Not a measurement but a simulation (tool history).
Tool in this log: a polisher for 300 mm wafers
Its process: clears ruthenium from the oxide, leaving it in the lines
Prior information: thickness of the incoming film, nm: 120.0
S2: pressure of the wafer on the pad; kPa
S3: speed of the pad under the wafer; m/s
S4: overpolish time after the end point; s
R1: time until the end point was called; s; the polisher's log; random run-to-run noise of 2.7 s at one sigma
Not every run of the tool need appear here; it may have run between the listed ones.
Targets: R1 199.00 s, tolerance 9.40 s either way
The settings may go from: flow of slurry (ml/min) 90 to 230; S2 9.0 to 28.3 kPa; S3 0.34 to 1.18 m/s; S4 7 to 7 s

{"run": 1, "hour": 0.0, "flow of slurry (ml/min)": 150, "S2": 18.6, "S3": 0.76, "S4": 7, "R1": 112.32}
{"run": 2, "hour": 1.9, "flow of slurry (ml/min)": 150, "S2": 18.6, "S3": 0.64, "S4": 7, "R1": 130.81}
{"run": 3, "hour": 4.6, "flow of slurry (ml/min)": 150, "S2": 18.6, "S3": 0.64, "S4": 7, "R1": 128.54}
{"run": 4, "hour": 7.7, "flow of slurry (ml/min)": 150, "S2": 16.5, "S3": 0.64, "S4": 7, "R1": 143.49}
{"run": 5, "hour": 14.0, "flow of slurry (ml/min)": 150, "S2": 14.5, "S3": 0.64, "S4": 7, "R1": 163.2}
{"run": 6, "hour": 22.5, "flow of slurry (ml/min)": 150, "S2": 14.5, "S3": 0.64, "S4": 7, "R1": 171.27}
{"run": 7, "hour": 24.9, "flow of slurry (ml/min)": 150, "S2": 13.8, "S3": 0.64, "S4": 7, "R1": 176.11}
{"run": 8, "hour": 29.7, "flow of slurry (ml/min)": 150, "S2": 13.1, "S3": 0.64, "S4": 7, "R1": 183.58}

Pick the move, out of 5, that brings all results within their allowed miss; only one does.
{"run": "A", "hour": 34.5, "flow of slurry (ml/min)": 155, "S2": 11.7, "S3": 0.64, "S4": 7, "R1": "?"}
{"run": "B", "hour": 34.5, "flow of slurry (ml/min)": 145, "S2": 11.7, "S3": 0.76, "S4": 7, "R1": "?"}
{"run": "C", "hour": 34.5, "flow of slurry (ml/min)": 150, "S2": 13.1, "S3": 0.66, "S4": 7, "R1": "?"}
{"run": "D", "hour": 34.5, "flow of slurry (ml/min)": 155, "S2": 17.2, "S3": 0.6, "S4": 7, "R1": "?"}
{"run": "E", "hour": 34.5, "flow of slurry (ml/min)": 115, "S2": 17.9, "S3": 0.52, "S4": 7, "R1": "?"}

move=A R1=201.25
move=B R1=171.89
move=C R1=176.40
move=D R1=147.85
move=E R1=169.95
A: every result within its allowed miss
B: misses by more than the last run did
C: misses by more than the last run did
D: misses by more than the last run did
E: misses by more than the last run did
A meets every target.
